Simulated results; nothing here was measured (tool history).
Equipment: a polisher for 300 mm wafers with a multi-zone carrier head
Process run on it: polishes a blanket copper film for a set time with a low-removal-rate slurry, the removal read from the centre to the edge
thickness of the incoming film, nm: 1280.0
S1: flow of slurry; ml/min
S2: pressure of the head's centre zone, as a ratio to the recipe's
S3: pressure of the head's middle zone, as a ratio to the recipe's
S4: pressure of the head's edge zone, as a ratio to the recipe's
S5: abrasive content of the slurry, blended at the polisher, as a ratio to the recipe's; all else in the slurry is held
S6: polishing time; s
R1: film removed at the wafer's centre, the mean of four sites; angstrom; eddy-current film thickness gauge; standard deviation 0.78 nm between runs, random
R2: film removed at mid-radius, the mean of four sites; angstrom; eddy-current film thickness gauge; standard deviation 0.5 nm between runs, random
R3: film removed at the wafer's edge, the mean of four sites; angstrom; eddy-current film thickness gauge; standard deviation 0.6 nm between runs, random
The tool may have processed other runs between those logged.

run 1 day=0 | S1=200 S2=1 S3=1 S4=1 S5=1 S6=35 | R1=931.58 R2=893.95 R3=902.66
run 2 day=0.088 | S1=180 S2=1 S3=1 S4=1 S5=1 S6=35 | R1=908.09 R2=877.19 R3=893.23
run 3 day=0.408 | S1=180 S2=0.92 S3=1 S4=1 S5=1 S6=35 | R1=852.25 R2=875.19 R3=894.59
run 4 day=0.608 | S1=180 S2=0.92 S3=1 S4=0.95 S5=1 S6=35 | R1=861.51 R2=877.51 R3=875.93
run 5 day=0.717 | S1=180 S2=0.92 S3=1 S4=0.95 S5=1 S6=29 | R1=720.57 R2=719.52 R3=727.29
run 6 day=0.962 | S1=180 S2=0.93 S3=1.01 S4=0.93 S5=0.9 S6=28 | R1=679.6 R2=689.96 R3=657.64
run 7 day=1.075 | S1=175 S2=0.93 S3=1 S4=0.92 S5=0.85 S6=28 | R1=668.43 R2=673.83 R3=674.72
run 8 day=1.425 | S1=175 S2=0.93 S3=1 S4=0.92 S5=0.85 S6=28 | R1=669.84 R2=674.54 R3=674.46

Run 9, settings as shown, results not yet in. Your forecast:
run 9 day=1.792 | S1=180 S2=0.95 S3=1.01 S4=0.91 S5=0.8 S6=27 | R1=? R2=? R3=?

{"run 9": {"R1": 645.41, "R2": 655.01, "R3": 634.79}}
